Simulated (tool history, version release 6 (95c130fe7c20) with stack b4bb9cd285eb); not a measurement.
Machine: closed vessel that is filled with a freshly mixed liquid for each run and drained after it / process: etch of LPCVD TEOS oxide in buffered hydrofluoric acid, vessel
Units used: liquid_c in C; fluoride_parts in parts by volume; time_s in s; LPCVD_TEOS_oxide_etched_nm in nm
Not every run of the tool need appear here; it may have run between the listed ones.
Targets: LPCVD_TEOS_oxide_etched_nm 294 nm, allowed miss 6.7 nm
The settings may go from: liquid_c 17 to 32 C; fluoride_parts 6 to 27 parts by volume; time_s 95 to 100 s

run	hour	liquid_c	fluoride_parts	time_s	LPCVD_TEOS_oxide_etched_nm
1	0	25	16.5	95	264.01
2	1.7	25	16.5	100	277.41
3	8.9	25	21	100	221.94
4	14.7	26	21	100	233.19
# hour 17.3: thermometer replaced
5	17.3	26	21	100	210.88
6	21.7	26.5	20	100	224.54
7	27	25	19	100	217.13
8	36.2	26	19	100	230
9	40.4	25	18	100	228.95
10	48.2	26	18	100	244.19

Which one of the following 4 next-run settings gets every result inside its allowed miss? There is exactly one.
A	56	25	15	100	?
B	56	25.5	14.5	100	?
C	56	31.5	17.5	95	?
D	56	24.5	13	100	?

move	LPCVD_TEOS_oxide_etched_nm
A	276.35
B	293.55
C	318.9
D	309.47
A: nearer than the last run, and not there yet
B: every result lands within tolerance
C: carries the result that was furthest off beyond its target, to the other side
D: carries the result that was furthest off beyond its target, to the other side
Correct choice: B, which meets every target
